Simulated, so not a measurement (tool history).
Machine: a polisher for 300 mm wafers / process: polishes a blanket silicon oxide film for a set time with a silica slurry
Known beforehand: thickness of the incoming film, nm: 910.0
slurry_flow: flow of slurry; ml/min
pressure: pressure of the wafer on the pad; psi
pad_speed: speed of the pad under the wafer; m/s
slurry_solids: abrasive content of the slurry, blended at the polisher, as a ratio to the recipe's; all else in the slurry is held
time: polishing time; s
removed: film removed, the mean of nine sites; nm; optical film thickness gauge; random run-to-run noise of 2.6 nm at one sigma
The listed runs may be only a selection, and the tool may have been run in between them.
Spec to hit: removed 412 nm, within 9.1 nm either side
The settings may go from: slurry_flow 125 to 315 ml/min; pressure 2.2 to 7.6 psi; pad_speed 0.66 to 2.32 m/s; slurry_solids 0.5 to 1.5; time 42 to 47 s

run	hour	slurry_flow	pressure	pad_speed	slurry_solids	time	removed
1	0	205	4.9	1.48	1	47	243.74
2	5.6	215	5.5	1.48	1	47	267.92
3	6.3	215	4.8	1.48	1	47	243.29
4	13.6	230	5.5	1.5	1	47	272.83
5	22	210	5.5	1.5	1	47	270.69
6	29	185	5.5	1.5	1	47	266.53
7	31.4	195	6.1	1.54	1	47	299.01
8	35.6	205	6.5	1.58	1	47	319.92
9	42.9	205	7.6	1.76	1	47	400.26

Exercise: of the 5 proposed moves below, exactly one satisfies all targets within the stated allowed misses. Which move is it?
A	50.2	140	7.5	1.9	1.1	44	?
B	50.2	185	7.5	1.92	1	44	?
C	50.2	230	7.6	1.8	1	47	?
D	50.2	210	7.5	1.8	0.95	46	?
E	50.2	165	6.8	1.98	1.05	45	?

move	removed
A	393.23
B	394.3
C	416.2
D	386.53
E	384.07
A: misses by more than the last run did
B: misses by more than the last run did
C: hits every target within its allowed miss
D: misses by more than the last run did
E: misses by more than the last run did
C is the move that brings every result within its allowed miss.

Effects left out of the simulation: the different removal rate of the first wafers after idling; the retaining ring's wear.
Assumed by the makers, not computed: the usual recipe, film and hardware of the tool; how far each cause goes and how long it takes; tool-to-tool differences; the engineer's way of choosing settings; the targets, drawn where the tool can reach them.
